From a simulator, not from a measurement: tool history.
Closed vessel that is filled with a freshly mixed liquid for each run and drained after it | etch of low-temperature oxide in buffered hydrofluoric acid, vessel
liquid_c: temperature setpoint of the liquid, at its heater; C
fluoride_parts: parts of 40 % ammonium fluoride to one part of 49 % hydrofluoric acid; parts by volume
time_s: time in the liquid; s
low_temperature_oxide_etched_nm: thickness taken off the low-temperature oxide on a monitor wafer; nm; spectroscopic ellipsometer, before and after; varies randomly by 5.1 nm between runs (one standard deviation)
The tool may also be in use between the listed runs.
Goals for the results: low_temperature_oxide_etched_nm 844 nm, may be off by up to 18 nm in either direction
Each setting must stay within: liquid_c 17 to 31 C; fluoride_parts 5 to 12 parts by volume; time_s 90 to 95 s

run	hour	liquid_c	fluoride_parts	time_s	low_temperature_oxide_etched_nm
1	0	23	7	90	614.65
2	3	23	8.5	90	497.16
3	10.9	24.5	8.5	90	541
4	20	26	8.5	90	586.47
5	24.7	26	8.5	90	588.72
6	26.9	26	7.5	90	671.58
7	31.5	27	7.5	90	704.82
8	38.5	27.5	7.5	90	722.22
9	44.5	28	7.5	90	745.73
10	49.4	28.5	7.5	90	768.38
11	54.7	29	7.5	90	791.55
12	61.3	29.5	7.5	90	811.7

Exactly one of the 4 candidate moves below puts every result within its allowed miss. Which one?
A	67.9	28	7	90	?
B	67.9	31	8.5	95	?
C	67.9	30.5	8	95	?
D	67.9	28	7.5	95	?

move	low_temperature_oxide_etched_nm
A	808.63
B	810.25
C	842.92
D	792.36
A: further off than the last run
B: about the same distance from the targets as the last run
C: in spec on every target
D: further off than the last run
Correct choice: C, which meets every target

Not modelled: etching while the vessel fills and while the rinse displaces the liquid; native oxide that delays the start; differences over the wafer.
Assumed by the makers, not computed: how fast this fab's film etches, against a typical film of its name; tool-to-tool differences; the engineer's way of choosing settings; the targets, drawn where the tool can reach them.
